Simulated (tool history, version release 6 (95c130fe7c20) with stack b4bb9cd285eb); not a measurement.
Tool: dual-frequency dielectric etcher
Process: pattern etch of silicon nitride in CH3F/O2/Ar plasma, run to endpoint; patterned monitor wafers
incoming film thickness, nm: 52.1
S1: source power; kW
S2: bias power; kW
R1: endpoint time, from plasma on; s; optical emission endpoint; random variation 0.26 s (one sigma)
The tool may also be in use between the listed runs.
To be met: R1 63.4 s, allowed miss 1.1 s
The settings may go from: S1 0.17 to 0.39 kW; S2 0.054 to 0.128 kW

run    day    S1     S2      R1
  1      0  0.28  0.091  80.678
  2  0.258  0.28  0.081   84.36
  3  0.367  0.33  0.081  77.128
  4  0.696  0.35  0.088  73.071
  5  0.929  0.39  0.088  69.008
  6  1.242  0.39  0.088  69.196
  7  1.592  0.39  0.096  67.347
  8  1.679  0.39  0.102  65.299
  9  1.833  0.39  0.104  65.241

Which of these 4 next moves meets every target?
  A  1.988  0.39   0.11   ?
  B  1.988  0.38  0.103   ?
  C  1.988  0.32   0.12   ?
  D  1.988  0.39  0.099   ?

move      R1
   A   64.05
   B  66.464
   C  68.176
   D  66.621
A: meets every target
B: further off than the last run
C: further off than the last run
D: further off than the last run
The right move is A.

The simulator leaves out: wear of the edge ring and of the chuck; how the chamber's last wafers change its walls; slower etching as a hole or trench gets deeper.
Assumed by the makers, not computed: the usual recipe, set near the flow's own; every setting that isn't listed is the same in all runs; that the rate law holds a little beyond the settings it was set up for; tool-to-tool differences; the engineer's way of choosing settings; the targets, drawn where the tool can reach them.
